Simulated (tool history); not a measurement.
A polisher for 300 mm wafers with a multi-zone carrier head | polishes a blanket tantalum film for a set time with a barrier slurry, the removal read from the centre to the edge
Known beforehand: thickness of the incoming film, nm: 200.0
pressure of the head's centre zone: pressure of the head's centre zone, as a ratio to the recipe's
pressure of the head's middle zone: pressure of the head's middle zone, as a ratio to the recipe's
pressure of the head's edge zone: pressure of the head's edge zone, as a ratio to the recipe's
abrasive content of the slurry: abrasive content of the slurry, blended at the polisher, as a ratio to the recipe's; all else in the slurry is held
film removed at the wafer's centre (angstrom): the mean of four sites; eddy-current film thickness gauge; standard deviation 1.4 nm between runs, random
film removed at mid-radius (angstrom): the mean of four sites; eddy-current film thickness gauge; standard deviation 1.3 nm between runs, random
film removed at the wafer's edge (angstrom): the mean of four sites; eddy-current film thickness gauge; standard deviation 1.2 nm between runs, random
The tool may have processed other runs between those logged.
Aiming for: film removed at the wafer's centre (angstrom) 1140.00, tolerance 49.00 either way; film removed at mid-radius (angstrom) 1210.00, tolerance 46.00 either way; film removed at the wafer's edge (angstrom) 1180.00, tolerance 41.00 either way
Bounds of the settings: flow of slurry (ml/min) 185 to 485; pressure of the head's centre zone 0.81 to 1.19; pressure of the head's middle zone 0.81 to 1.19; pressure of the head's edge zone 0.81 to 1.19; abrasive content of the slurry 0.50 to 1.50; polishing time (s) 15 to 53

run	hour	flow of slurry (ml/min)	pressure of the head's centre zone	pressure of the head's middle zone	pressure of the head's edge zone	abrasive content of the slurry	polishing time (s)	film removed at the wafer's centre (angstrom)	film removed at mid-radius (angstrom)	film removed at the wafer's edge (angstrom)
1	0.0	310	1.00	1.00	1.00	1.00	34	853.81	852.78	852.51
2	8.9	310	0.94	1.00	1.00	1.00	34	802.71	859.44	847.56
3	13.6	310	0.94	1.00	0.94	1.00	34	814.71	874.21	821.00
4	14.6	310	0.94	1.00	0.94	1.00	39	924.19	975.74	943.21
5	18.7	310	0.94	1.00	0.94	1.20	39	994.21	1024.20	991.37
6	20.9	310	0.94	1.01	0.96	1.25	39	992.60	1032.00	1003.00
7	25.0	310	0.94	1.02	0.97	1.30	39	986.93	1072.40	1049.10
8	30.8	315	0.95	1.03	0.98	1.30	39	1020.60	1096.70	1047.80
9	33.5	320	0.96	1.03	0.99	1.30	39	1016.50	1058.40	1052.70
10	39.2	320	0.97	1.04	0.99	1.35	39	1054.30	1080.40	1041.70
11	45.8	320	0.97	1.05	1.00	1.35	39	1051.30	1105.80	1046.90
12	54.3	320	0.97	1.05	1.01	1.35	39	1050.20	1090.10	1074.90
13	61.5	320	0.97	1.06	1.02	1.35	39	1047.10	1108.40	1084.50
14	62.7	320	0.97	1.07	1.03	1.35	39	1052.00	1137.40	1092.00
15	67.2	320	0.97	1.07	1.04	1.35	39	1045.20	1118.80	1068.40

Which one of the following 5 next-run settings gets every result inside its allowed miss? There is exactly one.
A	71.7	395	1.18	1.06	0.94	1.45	34	?	?	?
B	71.7	360	0.95	1.02	0.99	1.20	45	?	?	?
C	71.7	350	0.97	0.97	1.05	1.50	41	?	?	?
D	71.7	335	0.91	0.98	1.06	1.50	39	?	?	?
E	71.7	325	1.02	1.02	1.02	1.40	40	?	?	?

move	film removed at the wafer's centre (angstrom)	film removed at mid-radius (angstrom)	film removed at the wafer's edge (angstrom)
A	1147.70	999.93	900.83
B	1158.20	1223.20	1162.70
C	1131.80	1129.30	1146.80
D	1005.30	1078.40	1092.70
E	1136.40	1117.80	1080.50
A: the biggest miss grows against the last run
B: hits every target within its allowed miss
C: puts the biggest miss on target and leaves a different result outside tolerance
D: the biggest miss grows against the last run
E: gains on the last run, yet a result remains outside its allowed miss
B is the move that brings every result within its allowed miss.

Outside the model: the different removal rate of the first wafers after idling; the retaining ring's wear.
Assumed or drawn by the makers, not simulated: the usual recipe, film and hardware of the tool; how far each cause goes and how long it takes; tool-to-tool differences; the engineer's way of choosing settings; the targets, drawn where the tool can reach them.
